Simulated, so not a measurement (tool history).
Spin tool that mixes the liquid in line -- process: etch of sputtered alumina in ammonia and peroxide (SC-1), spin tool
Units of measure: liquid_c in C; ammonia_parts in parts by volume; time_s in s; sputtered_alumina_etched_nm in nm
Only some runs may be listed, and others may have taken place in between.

run  hour  liquid_c  ammonia_parts  time_s  sputtered_alumina_etched_nm
  1   0.0      51.0           0.45     295                       23.449
  2   0.7      54.5           0.45     295                       28.731
  3   6.2      50.5           0.45     295                       23.204
  4  14.7      47.5           0.45     295                       19.618
  5  18.6      52.5           0.45     295                       25.361
  6  25.3      52.5           0.45     315                       27.811
  7  32.8      49.0           0.45     310                       22.434

Predict the results of run 8:
  8  40.9      46.5           0.45     310                            ?

Run 8 gave sputtered_alumina_etched_nm 19.836 nm.
